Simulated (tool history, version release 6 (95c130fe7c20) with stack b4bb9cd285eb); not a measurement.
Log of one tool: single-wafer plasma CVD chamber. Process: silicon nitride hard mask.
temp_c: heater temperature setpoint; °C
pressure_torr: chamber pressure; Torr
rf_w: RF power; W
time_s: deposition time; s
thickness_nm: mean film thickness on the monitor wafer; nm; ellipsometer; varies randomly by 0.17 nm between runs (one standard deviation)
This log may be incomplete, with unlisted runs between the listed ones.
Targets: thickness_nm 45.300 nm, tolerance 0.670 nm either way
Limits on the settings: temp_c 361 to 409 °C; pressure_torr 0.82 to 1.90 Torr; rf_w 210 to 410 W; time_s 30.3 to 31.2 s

{"run": 1, "day": 0.0, "temp_c": 385, "pressure_torr": 1.36, "rf_w": 310, "time_s": 30.3, "thickness_nm": 35.073}
{"run": 2, "day": 0.079, "temp_c": 385, "pressure_torr": 1.36, "rf_w": 310, "time_s": 31.2, "thickness_nm": 36.046}
{"run": 3, "day": 0.221, "temp_c": 385, "pressure_torr": 1.36, "rf_w": 310, "time_s": 31.2, "thickness_nm": 36.227}
{"run": 4, "day": 0.279, "temp_c": 385, "pressure_torr": 1.47, "rf_w": 310, "time_s": 31.2, "thickness_nm": 36.762}
{"run": 5, "day": 0.554, "temp_c": 385, "pressure_torr": 1.32, "rf_w": 310, "time_s": 31.2, "thickness_nm": 35.731}
{"run": 6, "day": 0.842, "temp_c": 385, "pressure_torr": 1.32, "rf_w": 310, "time_s": 30.3, "thickness_nm": 34.609}
{"run": 7, "day": 1.154, "temp_c": 385, "pressure_torr": 1.38, "rf_w": 320, "time_s": 30.3, "thickness_nm": 36.415}
{"run": 8, "day": 1.467, "temp_c": 385, "pressure_torr": 1.43, "rf_w": 325, "time_s": 30.3, "thickness_nm": 37.102}
{"run": 9, "day": 1.554, "temp_c": 385, "pressure_torr": 1.48, "rf_w": 330, "time_s": 30.3, "thickness_nm": 38.067}
{"run": 10, "day": 1.862, "temp_c": 385, "pressure_torr": 1.52, "rf_w": 335, "time_s": 30.3, "thickness_nm": 38.76}

Which one of the following 5 next-run settings gets every result inside its allowed miss? There is exactly one.
{"run": "A", "day": 2.171, "temp_c": 381, "pressure_torr": 1.19, "rf_w": 295, "time_s": 30.3, "thickness_nm": "?"}
{"run": "B", "day": 2.171, "temp_c": 398, "pressure_torr": 1.48, "rf_w": 275, "time_s": 30.3, "thickness_nm": "?"}
{"run": "C", "day": 2.171, "temp_c": 400, "pressure_torr": 1.55, "rf_w": 295, "time_s": 30.3, "thickness_nm": "?"}
{"run": "D", "day": 2.171, "temp_c": 382, "pressure_torr": 1.17, "rf_w": 325, "time_s": 31.1, "thickness_nm": "?"}
{"run": "E", "day": 2.171, "temp_c": 380, "pressure_torr": 1.57, "rf_w": 380, "time_s": 31.2, "thickness_nm": "?"}

move=A thickness_nm=32.109
move=B thickness_nm=31.382
move=C thickness_nm=34.206
move=D thickness_nm=36.047
move=E thickness_nm=44.806
A: misses by more than the last run did
B: misses by more than the last run did
C: misses by more than the last run did
D: misses by more than the last run did
E: all results land within tolerance of their targets
The right move is E.
